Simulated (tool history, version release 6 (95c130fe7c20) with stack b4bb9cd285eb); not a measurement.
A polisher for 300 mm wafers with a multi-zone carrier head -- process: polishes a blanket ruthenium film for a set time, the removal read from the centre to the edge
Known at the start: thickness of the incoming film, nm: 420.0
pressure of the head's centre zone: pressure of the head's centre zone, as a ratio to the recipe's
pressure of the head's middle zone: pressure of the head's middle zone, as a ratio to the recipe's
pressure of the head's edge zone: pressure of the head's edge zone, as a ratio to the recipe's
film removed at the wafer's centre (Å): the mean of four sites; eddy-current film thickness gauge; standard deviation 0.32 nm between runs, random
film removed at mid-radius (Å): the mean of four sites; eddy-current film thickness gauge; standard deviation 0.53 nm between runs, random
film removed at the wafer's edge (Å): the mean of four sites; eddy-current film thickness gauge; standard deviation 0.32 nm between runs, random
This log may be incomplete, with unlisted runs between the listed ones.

run    day  flow of slurry (ml/min)  pressure of the head's centre zone  pressure of the head's middle zone  pressure of the head's edge zone  polishing time (s)  film removed at the wafer's centre (Å)  film removed at mid-radius (Å)  film removed at the wafer's edge (Å)
  1      0                      145                                   1                                   1                                 1                  42                                  433.33                          462.89                                467.05
  2  0.083                      145                                   1                                   1                                 1                  51                                  525.64                          549.51                                560.75
  3  0.283                      140                                0.97                                   1                              0.99                  49                                  487.49                          508.68                                541.97
  4  0.471                      140                                0.97                                1.05                              0.99                  49                                  491.69                          536.84                                537.27
  5  0.608                      140                                0.97                                1.05                              0.92                  49                                  484.59                          544.36                                 525.1
  6  0.712                      170                                0.97                                1.05                              0.92                  49                                  510.73                           564.9                                540.99
  7  0.946                      170                                0.97                                1.05                              0.92                  49                                  508.53                          560.25                                551.18
  8  1.125                      160                                0.95                                1.06                              0.93                  48                                  490.31                          552.82                                536.58
  9    1.2                      160                                0.95                                1.06                              0.93                  48                                  496.12                          543.96                                534.54
 10  1.508                      150                                0.93                                1.07                              0.93                  46                                  445.78                           521.3                                503.49
 11  1.567                      140                                0.91                                1.07                              0.92                  45                                  420.91                          500.93                                485.37
 12  1.875                      140                                0.91                                1.07                              0.92                  45                                  416.24                          509.73                                483.81
 13  2.208                      135                                 0.9                                1.05                              0.91                  45                                  407.05                          482.27                                 475.8
 14  2.388                      130                                0.89                                1.05                              0.91                  44                                  382.41                          476.91                                466.91
 15    2.6                      125                                0.89                                1.04                               0.9                  44                                  381.46                          464.91                                461.43
 16  2.967                      120                                0.88                                1.04                              0.89                  44                                  374.81                          451.14                                451.91
 17  3.146                      115                                0.87                                1.04                              0.89                  44                                  362.56                          458.25                                444.58

For run 18, what comes out?
 18  3.396                      110                                0.86                                1.03                              0.89                  44                                       ?                               ?                                     ?

Logged for run 18: film removed at the wafer's centre (Å) 355.14, film removed at mid-radius (Å) 438.52, film removed at the wafer's edge (Å) 443.42.

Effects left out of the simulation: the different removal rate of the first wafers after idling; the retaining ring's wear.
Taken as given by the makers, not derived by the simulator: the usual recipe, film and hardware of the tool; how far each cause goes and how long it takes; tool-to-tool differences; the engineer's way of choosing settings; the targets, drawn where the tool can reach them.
